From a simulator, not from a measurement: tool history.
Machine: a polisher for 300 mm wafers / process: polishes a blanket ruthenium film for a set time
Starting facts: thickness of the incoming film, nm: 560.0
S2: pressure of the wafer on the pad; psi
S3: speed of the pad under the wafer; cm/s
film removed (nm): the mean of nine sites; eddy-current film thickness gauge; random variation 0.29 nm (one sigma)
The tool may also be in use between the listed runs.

Run 1, day 0: flow of slurry (ml/min) 285, S2 2 psi, S3 124 cm/s, polishing time (s) 25. Result: film removed (nm) 30.411.
Run 2, day 0.254: flow of slurry (ml/min) 285, S2 2 psi, S3 124 cm/s, polishing time (s) 25. Result: film removed (nm) 30.632.
Run 3, day 0.454: flow of slurry (ml/min) 285, S2 1.6 psi, S3 124 cm/s, polishing time (s) 25. Result: film removed (nm) 24.978.
Run 4, day 0.567: flow of slurry (ml/min) 285, S2 1.8 psi, S3 124 cm/s, polishing time (s) 25. Result: film removed (nm) 27.499.
Run 5, day 0.904: flow of slurry (ml/min) 285, S2 1.9 psi, S3 124 cm/s, polishing time (s) 25. Result: film removed (nm) 29.167.
Run 6, day 1.054: flow of slurry (ml/min) 285, S2 2 psi, S3 124 cm/s, polishing time (s) 25. Result: film removed (nm) 30.543.
Run 7, day 1.171: flow of slurry (ml/min) 285, S2 2.1 psi, S3 124 cm/s, polishing time (s) 25. Result: film removed (nm) 32.124.
Run 8, day 1.512: flow of slurry (ml/min) 285, S2 2.2 psi, S3 124 cm/s, polishing time (s) 25. Result: film removed (nm) 33.449.

Predict the results of run 9:
Run 9, day 1.833: flow of slurry (ml/min) 290, S2 2.3 psi, S3 124 cm/s, polishing time (s) 25. Result: film removed (nm) ?.

{"run 9": {"film removed (nm)": 35.048}}

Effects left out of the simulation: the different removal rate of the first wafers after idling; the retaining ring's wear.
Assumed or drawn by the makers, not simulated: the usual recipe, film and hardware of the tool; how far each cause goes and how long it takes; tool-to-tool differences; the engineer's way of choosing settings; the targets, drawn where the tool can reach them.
